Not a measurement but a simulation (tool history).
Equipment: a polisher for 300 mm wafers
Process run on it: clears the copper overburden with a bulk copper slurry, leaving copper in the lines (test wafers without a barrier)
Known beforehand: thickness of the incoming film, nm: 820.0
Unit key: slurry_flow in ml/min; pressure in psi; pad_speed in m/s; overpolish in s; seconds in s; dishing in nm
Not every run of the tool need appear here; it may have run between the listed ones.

| run | hour | slurry_flow | pressure | pad_speed | slurry_solids | overpolish | seconds | dishing |
|---|---|---|---|---|---|---|---|---|
| 1 | 0 | 160 | 3.2 | 1.1 | 1 | 16 | 81.908 | 74.428 |
| 2 | 4.5 | 160 | 2.9 | 1.14 | 1 | 14 | 88.576 | 64.769 |
| 3 | 6.2 | 160 | 2.9 | 1.14 | 1 | 8 | 90.202 | 44.031 |
| 4 | 12.4 | 145 | 2.9 | 1.14 | 1 | 8 | 90.371 | 40.547 |
| 5 | 15 | 140 | 2.8 | 1.14 | 1 | 8 | 94.435 | 41.718 |
| 6 | 22.9 | 140 | 2.8 | 1.14 | 1 | 12 | 92.153 | 56.114 |
| 7 | 27 | 140 | 2.8 | 1.12 | 1 | 11 | 95.826 | 50.732 |
| 8 | 30.8 | 140 | 2.8 | 1.12 | 1 | 10 | 95.777 | 47.975 |

Run 9 has not been measured yet. What should we expect?
| 9 | 38.7 | 140 | 2.8 | 1.12 | 1 | 9 | ? | ? |

seconds: 97.332 s
dishing: 44.835 nm

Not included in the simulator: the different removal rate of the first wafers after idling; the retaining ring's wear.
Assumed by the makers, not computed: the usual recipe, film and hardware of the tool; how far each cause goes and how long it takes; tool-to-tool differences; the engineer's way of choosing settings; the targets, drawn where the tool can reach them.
